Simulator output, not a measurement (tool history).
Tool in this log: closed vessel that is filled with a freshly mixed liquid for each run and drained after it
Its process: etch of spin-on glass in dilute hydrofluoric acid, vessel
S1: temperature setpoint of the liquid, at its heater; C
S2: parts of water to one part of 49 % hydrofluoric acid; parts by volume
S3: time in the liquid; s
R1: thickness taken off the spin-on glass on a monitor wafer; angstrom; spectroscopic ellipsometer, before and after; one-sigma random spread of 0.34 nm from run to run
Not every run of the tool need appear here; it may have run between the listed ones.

run 1 hour=0 | S1=22 S2=125 S3=105 | R1=358.15
run 2 hour=3.7 | S1=24 S2=100 S3=105 | R1=497.22
run 3 hour=9.5 | S1=21.5 S2=100 S3=105 | R1=452.38
run 4 hour=14.6 | S1=21.5 S2=100 S3=105 | R1=452.3
run 5 hour=19.8 | S1=24 S2=85 S3=105 | R1=597.72
run 6 hour=21.4 | S1=26.5 S2=85 S3=105 | R1=661.35
run 7 hour=28.1 | S1=30 S2=45 S3=105 | R1=1517.3
run 8 hour=32 | S1=28.5 S2=45 S3=105 | R1=1433.2
run 9 hour=38.6 | S1=26.5 S2=45 S3=105 | R1=1323.7
run 10 hour=41.1 | S1=24.5 S2=45 S3=105 | R1=1209
run 11 hour=48.5 | S1=23.5 S2=45 S3=105 | R1=1162.2
run 12 hour=55.2 | S1=22.5 S2=45 S3=105 | R1=1117.7

The next listed run, before its measurement:
run 13 hour=60 | S1=22 S2=45 S3=105 | R1=?

{"run 13": {"R1": 1099.9}}
